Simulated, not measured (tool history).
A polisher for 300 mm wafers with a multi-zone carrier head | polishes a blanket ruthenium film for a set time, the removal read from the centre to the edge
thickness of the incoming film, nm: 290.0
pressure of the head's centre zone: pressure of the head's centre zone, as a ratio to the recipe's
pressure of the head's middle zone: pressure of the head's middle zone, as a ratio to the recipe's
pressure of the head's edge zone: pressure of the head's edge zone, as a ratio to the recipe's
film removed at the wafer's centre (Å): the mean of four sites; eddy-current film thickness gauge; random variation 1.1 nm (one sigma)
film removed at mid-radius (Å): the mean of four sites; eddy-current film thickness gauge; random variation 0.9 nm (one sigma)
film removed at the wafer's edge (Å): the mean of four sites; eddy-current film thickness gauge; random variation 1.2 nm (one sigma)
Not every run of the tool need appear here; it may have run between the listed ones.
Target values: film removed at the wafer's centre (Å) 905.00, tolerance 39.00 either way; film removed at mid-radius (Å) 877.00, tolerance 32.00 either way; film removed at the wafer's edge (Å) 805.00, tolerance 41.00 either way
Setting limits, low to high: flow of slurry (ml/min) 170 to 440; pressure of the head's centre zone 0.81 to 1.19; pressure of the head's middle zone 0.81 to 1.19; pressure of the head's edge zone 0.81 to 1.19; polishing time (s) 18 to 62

run,day,flow of slurry (ml/min),pressure of the head's centre zone,pressure of the head's middle zone,pressure of the head's edge zone,polishing time (s),film removed at the wafer's centre (Å),film removed at mid-radius (Å),film removed at the wafer's edge (Å)
1,0.000,280,1.00,1.00,1.00,40,668.88,679.31,681.88
2,0.283,215,1.00,1.00,1.00,40,660.31,668.96,668.50
3,0.312,215,1.00,1.00,0.96,40,641.25,667.24,653.10
4,0.475,215,1.01,1.02,0.97,41,672.96,695.50,663.82
5,0.812,220,1.02,1.03,0.99,42,696.87,730.48,711.35
6,1.025,225,1.04,1.04,0.98,42,704.67,734.82,663.71
7,1.067,225,1.05,1.04,1.00,43,736.06,750.53,721.11
8,1.425,225,1.06,1.05,1.01,43,748.22,752.99,731.89
9,1.788,225,1.07,1.06,1.01,43,739.13,753.06,727.37
10,2.046,225,1.08,1.07,1.01,44,787.33,782.39,725.40
11,2.117,225,1.09,1.08,1.02,44,798.52,780.74,732.96
12,2.254,225,1.09,1.09,1.03,44,800.35,785.73,732.51
13,2.350,225,1.09,1.10,1.04,44,799.87,807.23,753.85
14,2.608,225,1.10,1.11,1.05,44,798.48,810.11,754.34

Pick the move, out of 5, that brings all results within their allowed miss; only one does.
A,2.867,215,1.01,1.19,0.99,45,?,?,?
B,2.867,180,0.90,1.19,0.97,47,?,?,?
C,2.867,210,1.19,1.19,0.88,47,?,?,?
D,2.867,175,1.02,1.00,1.18,45,?,?,?
E,2.867,250,1.12,1.09,1.02,48,?,?,?

move,film removed at the wafer's centre (Å),film removed at mid-radius (Å),film removed at the wafer's edge (Å)
A,725.55,854.60,744.38
B,657.98,873.28,757.14
C,891.09,889.37,734.31
D,710.70,717.10,799.20
E,874.41,859.06,816.94
A: further off than the last run
B: further off than the last run
C: gets the furthest-off result to its target, but another result is out of tolerance
D: further off than the last run
E: all results in spec
Go with E: it meets all targets.
